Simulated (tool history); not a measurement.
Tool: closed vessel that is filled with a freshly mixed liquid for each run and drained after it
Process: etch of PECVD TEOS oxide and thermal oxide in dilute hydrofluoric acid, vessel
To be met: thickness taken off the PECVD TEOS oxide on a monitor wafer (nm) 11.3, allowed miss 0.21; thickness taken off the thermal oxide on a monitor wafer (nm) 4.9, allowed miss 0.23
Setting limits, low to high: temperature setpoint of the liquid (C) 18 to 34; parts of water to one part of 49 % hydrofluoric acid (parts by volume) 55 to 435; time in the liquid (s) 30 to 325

run,hour,temperature setpoint of the liquid (C),parts of water to one part of 49 % hydrofluoric acid (parts by volume),time in the liquid (s),thickness taken off the PECVD TEOS oxide on a monitor wafer (nm),thickness taken off the thermal oxide on a monitor wafer (nm)
1,0,26,245,165,6.6301,2.8707
2,5.1,28,230,165,7.7035,3.3444
3,6.2,28,165,165,11.615,5.1333
4,8,31,165,165,12.907,5.6235
5,15.1,31,165,115,9.0383,3.8973
6,16.8,31,125,115,12.566,5.4424
7,24.2,30,125,115,12.253,5.0949
8,28.2,31.5,150,115,10.26,4.4233
9,29.3,32.5,130,115,12.594,5.4859
10,36.1,30.5,130,115,11.866,5.049
11,37.7,30,135,115,11.082,4.7228

4 next moves are on the table. One of them brings every result within its allowed miss. Which?
A,39.3,33,250,215,?,?
B,39.3,34,175,135,?,?
C,39.3,27.5,150,145,?,?
D,39.3,33.5,235,200,?,?

move,thickness taken off the PECVD TEOS oxide on a monitor wafer (nm),thickness taken off the thermal oxide on a monitor wafer (nm)
A,10.647,4.6338
B,10.881,4.736
C,11.2,4.8747
D,10.909,4.7481
A: the biggest miss grows against the last run
B: the biggest miss grows against the last run
C: all results in spec
D: the biggest miss grows against the last run
Answer: C

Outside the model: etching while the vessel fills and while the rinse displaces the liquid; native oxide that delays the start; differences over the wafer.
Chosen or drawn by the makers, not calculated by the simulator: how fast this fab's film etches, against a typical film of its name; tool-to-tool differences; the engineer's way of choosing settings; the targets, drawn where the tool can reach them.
